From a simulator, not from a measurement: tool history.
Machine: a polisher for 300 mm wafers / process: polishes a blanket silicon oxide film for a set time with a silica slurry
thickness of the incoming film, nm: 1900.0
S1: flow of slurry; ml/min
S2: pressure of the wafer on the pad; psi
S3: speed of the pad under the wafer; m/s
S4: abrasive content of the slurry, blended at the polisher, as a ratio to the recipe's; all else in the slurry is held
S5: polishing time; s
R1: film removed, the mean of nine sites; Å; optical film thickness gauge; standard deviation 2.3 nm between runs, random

run 1 hour=0.0 | S1=165 S2=3.0 S3=1.06 S4=1.0 S5=89 | R1=2250.9
run 2 hour=3.2 | S1=170 S2=3.1 S3=1.06 S4=1.0 S5=89 | R1=2343.7
run 3 hour=5.5 | S1=175 S2=3.2 S3=1.06 S4=1.0 S5=89 | R1=2438.7
run 4 hour=7.9 | S1=180 S2=3.3 S3=1.06 S4=1.0 S5=89 | R1=2551.4
run 5 hour=16.6 | S1=185 S2=3.4 S3=1.06 S4=1.0 S5=89 | R1=2583.9
run 6 hour=21.9 | S1=185 S2=3.4 S3=1.06 S4=1.0 S5=89 | R1=2603.7
run 7 hour=27.3 | S1=185 S2=3.5 S3=1.06 S4=1.0 S5=89 | R1=2679.9
run 8 hour=35.4 | S1=190 S2=3.6 S3=1.06 S4=1.0 S5=89 | R1=2750.2
run 9 hour=42.1 | S1=190 S2=3.7 S3=1.06 S4=1.0 S5=89 | R1=2853.5
run 10 hour=48.2 | S1=195 S2=3.7 S3=1.06 S4=1.0 S5=89 | R1=2829.2
run 11 hour=52.6 | S1=195 S2=3.8 S3=1.06 S4=1.0 S5=89 | R1=2918.5

Predict the results of run 12:
run 12 hour=59.9 | S1=200 S2=4.0 S3=1.06 S4=1.0 S5=89 | R1=?

Logged for run 12: R1 3082.1 Å.

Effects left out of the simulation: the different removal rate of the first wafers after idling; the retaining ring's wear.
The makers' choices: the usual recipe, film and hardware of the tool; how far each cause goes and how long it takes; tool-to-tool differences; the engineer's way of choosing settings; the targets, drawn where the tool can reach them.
